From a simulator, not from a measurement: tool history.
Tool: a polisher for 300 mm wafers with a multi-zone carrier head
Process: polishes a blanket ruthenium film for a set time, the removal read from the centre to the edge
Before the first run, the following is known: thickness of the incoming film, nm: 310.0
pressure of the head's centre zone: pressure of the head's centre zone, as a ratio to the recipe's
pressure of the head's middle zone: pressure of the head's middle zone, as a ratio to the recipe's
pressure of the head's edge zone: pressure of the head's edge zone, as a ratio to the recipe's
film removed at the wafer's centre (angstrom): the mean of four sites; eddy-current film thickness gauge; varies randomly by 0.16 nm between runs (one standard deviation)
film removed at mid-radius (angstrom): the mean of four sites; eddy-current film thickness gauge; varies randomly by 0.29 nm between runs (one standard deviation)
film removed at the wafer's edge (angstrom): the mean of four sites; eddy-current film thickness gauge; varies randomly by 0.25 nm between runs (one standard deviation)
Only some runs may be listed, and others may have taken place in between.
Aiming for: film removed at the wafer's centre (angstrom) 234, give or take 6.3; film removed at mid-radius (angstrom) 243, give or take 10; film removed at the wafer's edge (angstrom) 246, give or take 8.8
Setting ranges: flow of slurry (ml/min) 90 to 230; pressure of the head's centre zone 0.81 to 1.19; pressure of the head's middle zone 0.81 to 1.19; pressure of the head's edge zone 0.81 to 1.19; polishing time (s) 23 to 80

run	hour	flow of slurry (ml/min)	pressure of the head's centre zone	pressure of the head's middle zone	pressure of the head's edge zone	polishing time (s)	film removed at the wafer's centre (angstrom)	film removed at mid-radius (angstrom)	film removed at the wafer's edge (angstrom)
1	0	150	1	1	1	51	378.13	375.76	381.85
2	2.1	150	1	1	1	57	420.88	420.63	435.78
3	6.5	140	0.96	0.97	0.96	50	352.22	362.73	367.98
4	9.5	140	0.96	0.97	0.91	50	350.25	358.27	363.56
5	11.8	140	1.02	0.97	0.91	50	369.69	364.51	358.4
6	14.6	140	1.02	0.97	0.97	50	370.96	350.19	372.15
7	22.4	140	0.99	0.96	0.94	44	314.86	316.01	325
8	28.8	135	0.98	0.95	0.92	40	285.56	281.16	288.96

Which one of the following 5 next-run settings gets every result inside its allowed miss? There is exactly one.
A	35.2	130	0.94	0.91	0.9	37	?	?	?
B	35.2	130	0.84	1.18	0.82	33	?	?	?
C	35.2	160	0.93	0.96	0.92	33	?	?	?
D	35.2	185	1.14	0.98	0.81	37	?	?	?
E	35.2	110	0.98	1.04	0.82	45	?	?	?

move	film removed at the wafer's centre (angstrom)	film removed at mid-radius (angstrom)	film removed at the wafer's edge (angstrom)
A	248.6	254.21	261.4
B	201.04	269.54	223.16
C	230.02	244.33	242.25
D	318.15	284.13	261.26
E	300.39	324.34	296.63
A: nearer than the last run, and not there yet
B: carries the result that was furthest off beyond its target, to the other side
C: in spec on every target
D: its largest miss is bigger than the last run's
E: its largest miss is bigger than the last run's
So the answer is move C, the one that meets all the targets.

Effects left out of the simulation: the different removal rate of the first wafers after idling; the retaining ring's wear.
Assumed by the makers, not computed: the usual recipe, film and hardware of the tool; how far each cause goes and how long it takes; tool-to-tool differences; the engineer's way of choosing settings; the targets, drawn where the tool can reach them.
